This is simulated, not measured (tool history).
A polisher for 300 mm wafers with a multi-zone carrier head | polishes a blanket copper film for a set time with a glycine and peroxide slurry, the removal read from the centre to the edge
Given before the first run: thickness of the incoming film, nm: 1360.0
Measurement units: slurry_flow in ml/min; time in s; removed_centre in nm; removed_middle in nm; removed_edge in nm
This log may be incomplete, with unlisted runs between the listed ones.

run  hour  slurry_flow  centre_zone  middle_zone  edge_zone  time  removed_centre  removed_middle  removed_edge
  1     0          255            1            1          1    49          197.97           196.7        191.05
  2   8.3          255            1            1       1.05    49          196.06          195.15        194.12
  3  13.2          250         0.98            1       1.04    48          187.63          191.66        189.61
  4    20          245         0.96            1       1.03    47          180.47          186.91        184.63
  5  27.3          240         0.95            1       1.02    46          174.83          184.99        177.15
  6    35          240         0.95         0.95       1.02    46          173.28          176.33        176.51

Run 7 is up next; what results do you expect?
  7  37.2          190         0.85         0.93       0.92    37               ?               ?             ?

{"run 7": {"removed_centre": 120.44, "removed_middle": 134.65, "removed_edge": 136.57}}

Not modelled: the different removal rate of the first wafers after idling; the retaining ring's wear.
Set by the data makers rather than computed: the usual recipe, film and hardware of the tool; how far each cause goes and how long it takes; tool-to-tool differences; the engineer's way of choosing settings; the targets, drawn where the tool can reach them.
